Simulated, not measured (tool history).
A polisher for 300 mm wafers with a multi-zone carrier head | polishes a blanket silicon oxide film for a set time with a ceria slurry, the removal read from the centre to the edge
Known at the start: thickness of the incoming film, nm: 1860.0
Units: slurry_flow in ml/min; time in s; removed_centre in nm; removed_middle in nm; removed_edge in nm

Run 1, hour 0: slurry_flow 270 ml/min, centre_zone 1, middle_zone 1, edge_zone 1, time 86 s. Result: removed_centre 617.07 nm, removed_middle 633.26 nm, removed_edge 635.5 nm.
Run 2, hour 4.6: slurry_flow 270 ml/min, centre_zone 0.99, middle_zone 1, edge_zone 1.02, time 89 s. Result: removed_centre 618.61 nm, removed_middle 666.4 nm, removed_edge 662.47 nm.
Run 3, hour 10: slurry_flow 270 ml/min, centre_zone 0.99, middle_zone 1, edge_zone 1.05, time 89 s. Result: removed_centre 638.37 nm, removed_middle 662.77 nm, removed_edge 677.39 nm.
Run 4, hour 12.6: slurry_flow 270 ml/min, centre_zone 0.98, middle_zone 1, edge_zone 1.07, time 91 s. Result: removed_centre 641.12 nm, removed_middle 667.82 nm, removed_edge 694.95 nm.
Run 5, hour 14.1: slurry_flow 270 ml/min, centre_zone 0.98, middle_zone 1, edge_zone 1.07, time 99 s. Result: removed_centre 683.22 nm, removed_middle 735.59 nm, removed_edge 762.72 nm.
Run 6, hour 20.8: slurry_flow 275 ml/min, centre_zone 0.98, middle_zone 1, edge_zone 1.09, time 100 s. Result: removed_centre 706.54 nm, removed_middle 722.39 nm, removed_edge 763.82 nm.
Run 7, hour 23.9: slurry_flow 270 ml/min, centre_zone 0.97, middle_zone 1, edge_zone 1.1, time 102 s. Result: removed_centre 715.03 nm, removed_middle 749.94 nm, removed_edge 788.3 nm.
Run 8, hour 30.1: slurry_flow 270 ml/min, centre_zone 0.96, middle_zone 1, edge_zone 1.11, time 103 s. Result: removed_centre 693.36 nm, removed_middle 757.35 nm, removed_edge 794.48 nm.

Run 9 comes next. What will it give?
Run 9, hour 37.7: slurry_flow 270 ml/min, centre_zone 0.96, middle_zone 1, edge_zone 1.12, time 104 s. Result: removed_centre ?, removed_middle ?, removed_edge ?.

removed_centre: 729.57 nm
removed_middle: 751.5 nm
removed_edge: 809.57 nm

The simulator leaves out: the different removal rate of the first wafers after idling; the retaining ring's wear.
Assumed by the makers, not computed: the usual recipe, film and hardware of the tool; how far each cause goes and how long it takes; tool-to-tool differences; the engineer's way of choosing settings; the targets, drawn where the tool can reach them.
